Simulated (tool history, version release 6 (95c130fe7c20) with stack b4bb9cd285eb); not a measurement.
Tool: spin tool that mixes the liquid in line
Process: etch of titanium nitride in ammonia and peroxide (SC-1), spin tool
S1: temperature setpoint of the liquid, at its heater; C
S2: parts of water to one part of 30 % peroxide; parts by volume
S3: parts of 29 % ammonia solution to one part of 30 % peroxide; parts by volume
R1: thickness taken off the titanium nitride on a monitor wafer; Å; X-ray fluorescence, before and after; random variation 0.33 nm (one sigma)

Run 1, day 0.000: S1 53.0 C, S2 9.0 parts by volume, S3 0.65 parts by volume, time under the liquid (s) 305. Result: R1 222.18 Å.
Run 2, day 0.217: S1 53.0 C, S2 9.0 parts by volume, S3 0.65 parts by volume, time under the liquid (s) 305. Result: R1 223.55 Å.
Run 3, day 0.254: S1 56.0 C, S2 9.0 parts by volume, S3 0.65 parts by volume, time under the liquid (s) 305. Result: R1 276.44 Å.
Run 4, day 0.333: S1 56.0 C, S2 10.5 parts by volume, S3 0.65 parts by volume, time under the liquid (s) 305. Result: R1 253.99 Å.
Run 5, day 0.650: S1 56.0 C, S2 10.5 parts by volume, S3 0.85 parts by volume, time under the liquid (s) 305. Result: R1 263.98 Å.
Run 6, day 0.875: S1 58.0 C, S2 10.5 parts by volume, S3 0.85 parts by volume, time under the liquid (s) 305. Result: R1 301.13 Å.
Run 7, day 1.062: S1 58.0 C, S2 10.5 parts by volume, S3 0.85 parts by volume, time under the liquid (s) 305. Result: R1 303.62 Å.
Run 8, day 1.129: S1 59.5 C, S2 10.5 parts by volume, S3 0.85 parts by volume, time under the liquid (s) 305. Result: R1 330.85 Å.

Forecast run 9:
Run 9, day 1.450: S1 60.5 C, S2 10.5 parts by volume, S3 0.85 parts by volume, time under the liquid (s) 305. Result: R1 ?.

R1: 355.06 Å
